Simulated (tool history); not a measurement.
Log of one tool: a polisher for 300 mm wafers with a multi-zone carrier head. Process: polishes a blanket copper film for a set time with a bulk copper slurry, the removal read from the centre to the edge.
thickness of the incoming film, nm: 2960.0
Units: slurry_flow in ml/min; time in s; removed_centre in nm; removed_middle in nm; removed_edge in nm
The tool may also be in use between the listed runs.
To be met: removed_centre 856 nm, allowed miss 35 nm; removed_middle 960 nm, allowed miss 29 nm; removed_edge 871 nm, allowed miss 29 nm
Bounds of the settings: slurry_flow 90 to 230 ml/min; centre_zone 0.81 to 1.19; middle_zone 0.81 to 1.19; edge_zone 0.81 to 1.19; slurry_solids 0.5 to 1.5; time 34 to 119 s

run 1 hour=0 | slurry_flow=150 centre_zone=1 middle_zone=1 edge_zone=1 slurry_solids=1 time=76 | removed_centre=644.83 removed_middle=647.2 removed_edge=664.89
run 2 hour=7.6 | slurry_flow=155 centre_zone=1 middle_zone=1.02 edge_zone=1.01 slurry_solids=1.05 time=77 | removed_centre=671.05 removed_middle=676.81 removed_edge=687.53
run 3 hour=14.5 | slurry_flow=160 centre_zone=1 middle_zone=1.04 edge_zone=1.02 slurry_solids=1.1 time=78 | removed_centre=690.03 removed_middle=717.71 removed_edge=708.63
run 4 hour=21.7 | slurry_flow=160 centre_zone=1 middle_zone=1.04 edge_zone=1.02 slurry_solids=1.1 time=94 | removed_centre=830.61 removed_middle=858.08 removed_edge=853.11
run 5 hour=24.1 | slurry_flow=160 centre_zone=1 middle_zone=1.04 edge_zone=1.02 slurry_solids=1 time=94 | removed_centre=815.38 removed_middle=832.27 removed_edge=832.2
run 6 hour=29.4 | slurry_flow=160 centre_zone=1 middle_zone=1.04 edge_zone=1.02 slurry_solids=1 time=76 | removed_centre=655.03 removed_middle=668.92 removed_edge=667.35
run 7 hour=30.2 | slurry_flow=160 centre_zone=1 middle_zone=1.05 edge_zone=1.03 slurry_solids=1.05 time=77 | removed_centre=672.39 removed_middle=690.26 removed_edge=698.16
run 8 hour=35.2 | slurry_flow=160 centre_zone=1 middle_zone=1.05 edge_zone=1.03 slurry_solids=1.05 time=77 | removed_centre=671.67 removed_middle=706.09 removed_edge=693.7
run 9 hour=37 | slurry_flow=165 centre_zone=1.01 middle_zone=1.06 edge_zone=1.04 slurry_solids=1.1 time=77 | removed_centre=698.62 removed_middle=709.26 removed_edge=723.84
run 10 hour=43.6 | slurry_flow=170 centre_zone=1.01 middle_zone=1.08 edge_zone=1.03 slurry_solids=1.15 time=78 | removed_centre=719.41 removed_middle=751.66 removed_edge=741.11
run 11 hour=52.6 | slurry_flow=175 centre_zone=1.01 middle_zone=1.09 edge_zone=1.03 slurry_solids=1.2 time=78 | removed_centre=740.21 removed_middle=767.11 removed_edge=737.91
run 12 hour=59.4 | slurry_flow=180 centre_zone=1.01 middle_zone=1.1 edge_zone=1.04 slurry_solids=1.25 time=79 | removed_centre=767.41 removed_middle=795.74 removed_edge=756.59
run 13 hour=67.3 | slurry_flow=205 centre_zone=0.97 middle_zone=1.19 edge_zone=1.14 slurry_solids=1.5 time=83 | removed_centre=827.53 removed_middle=962.03 removed_edge=917.93
run 14 hour=70.3 | slurry_flow=205 centre_zone=0.97 middle_zone=1.19 edge_zone=1.13 slurry_solids=1.5 time=83 | removed_centre=827.82 removed_middle=966.04 removed_edge=901.53

4 next moves are on the table. One of them brings every result within its allowed miss. Which?
run A hour=73.3 | slurry_flow=225 centre_zone=1.01 middle_zone=1.19 edge_zone=1.07 slurry_solids=1.45 time=83 | removed_centre=? removed_middle=? removed_edge=?
run B hour=73.3 | slurry_flow=185 centre_zone=1.06 middle_zone=1.11 edge_zone=1.08 slurry_solids=1.5 time=88 | removed_centre=? removed_middle=? removed_edge=?
run C hour=73.3 | slurry_flow=215 centre_zone=0.95 middle_zone=1.14 edge_zone=1.17 slurry_solids=1.4 time=80 | removed_centre=? removed_middle=? removed_edge=?
run D hour=73.3 | slurry_flow=195 centre_zone=1.03 middle_zone=1.14 edge_zone=1.09 slurry_solids=1 time=93 | removed_centre=? removed_middle=? removed_edge=?

move=A removed_centre=878.95 removed_middle=955.79 removed_edge=868.12
move=B removed_centre=955 removed_middle=939.75 removed_edge=914.82
move=C removed_centre=783.74 removed_middle=875.38 removed_edge=863.22
move=D removed_centre=875.28 removed_middle=904.17 removed_edge=863.24
A: meets every target
B: further off than the last run
C: brings the result that was furthest off to its target, and leaves another outside
D: brings the result that was furthest off to its target, and leaves another outside
Answer: A
